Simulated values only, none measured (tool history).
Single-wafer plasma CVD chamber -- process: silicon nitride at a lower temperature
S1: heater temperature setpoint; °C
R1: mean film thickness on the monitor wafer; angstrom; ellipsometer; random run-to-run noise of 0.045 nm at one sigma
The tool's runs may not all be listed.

{"run": 1, "hour": 0.0, "S1": 360, "chamber pressure (mTorr)": 2040, "RF power (kW)": 0.255, "deposition time (s)": 22.0, "R1": 236.21}
{"run": 2, "hour": 6.4, "S1": 360, "chamber pressure (mTorr)": 2040, "RF power (kW)": 0.255, "deposition time (s)": 22.8, "R1": 245.59}
{"run": 3, "hour": 7.6, "S1": 364, "chamber pressure (mTorr)": 2040, "RF power (kW)": 0.255, "deposition time (s)": 22.8, "R1": 245.65}
{"run": 4, "hour": 8.6, "S1": 364, "chamber pressure (mTorr)": 1950, "RF power (kW)": 0.255, "deposition time (s)": 22.8, "R1": 243.82}
{"run": 5, "hour": 17.5, "S1": 364, "chamber pressure (mTorr)": 1950, "RF power (kW)": 0.23, "deposition time (s)": 22.8, "R1": 224.37}
{"run": 6, "hour": 18.1, "S1": 364, "chamber pressure (mTorr)": 1920, "RF power (kW)": 0.23, "deposition time (s)": 22.8, "R1": 223.07}
{"run": 7, "hour": 20.1, "S1": 364, "chamber pressure (mTorr)": 1900, "RF power (kW)": 0.23, "deposition time (s)": 22.8, "R1": 222.81}
{"run": 8, "hour": 21.2, "S1": 364, "chamber pressure (mTorr)": 1880, "RF power (kW)": 0.23, "deposition time (s)": 22.8, "R1": 222.53}
{"run": 9, "hour": 27.4, "S1": 364, "chamber pressure (mTorr)": 1860, "RF power (kW)": 0.23, "deposition time (s)": 22.8, "R1": 221.93}

The next listed run, before its measurement:
{"run": 10, "hour": 31.1, "S1": 364, "chamber pressure (mTorr)": 1840, "RF power (kW)": 0.23, "deposition time (s)": 22.8, "R1": "?"}

{"run 10": {"R1": 221.62}}
